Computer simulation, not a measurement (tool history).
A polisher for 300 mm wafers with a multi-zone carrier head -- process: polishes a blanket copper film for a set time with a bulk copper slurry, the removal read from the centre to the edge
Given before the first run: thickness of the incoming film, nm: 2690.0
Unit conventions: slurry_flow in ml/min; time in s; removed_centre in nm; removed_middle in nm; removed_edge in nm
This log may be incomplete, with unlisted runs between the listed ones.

run,hour,slurry_flow,centre_zone,middle_zone,edge_zone,slurry_solids,time,removed_centre,removed_middle,removed_edge
1,0,305,1,1,1,1,78,588.11,599.47,586.22
2,5.7,305,1,1.06,1,1,78,601.46,625.77,596.12
3,7.6,305,1,1.06,1,1,89,669.16,711.04,658.7
4,13.2,305,1.08,1.06,1,1,89,722.82,713.86,666.99
5,20.3,305,1.04,1.06,1,1,89,698.88,708.64,667.16
6,27.8,290,0.97,1.02,1,0.85,79,558.75,580.48,563.48
7,36.1,275,0.92,1.02,1.03,0.75,72,453.21,515.08,502.49
8,42.2,265,0.89,0.99,1.02,0.65,70,420.23,464.61,472.37
9,50.1,255,0.86,0.98,1.01,0.6,69,385.24,447.44,450.3
10,54.5,245,0.84,0.96,0.99,0.6,69,375.14,438.18,438.52
11,55.3,235,0.83,0.94,0.98,0.6,69,363.87,425.19,433.44

For run 12, what comes out?
12,64,230,0.83,0.93,0.97,0.6,69,?,?,?

{"run 12": {"removed_centre": 370.47, "removed_middle": 422.91, "removed_edge": 438.29}}
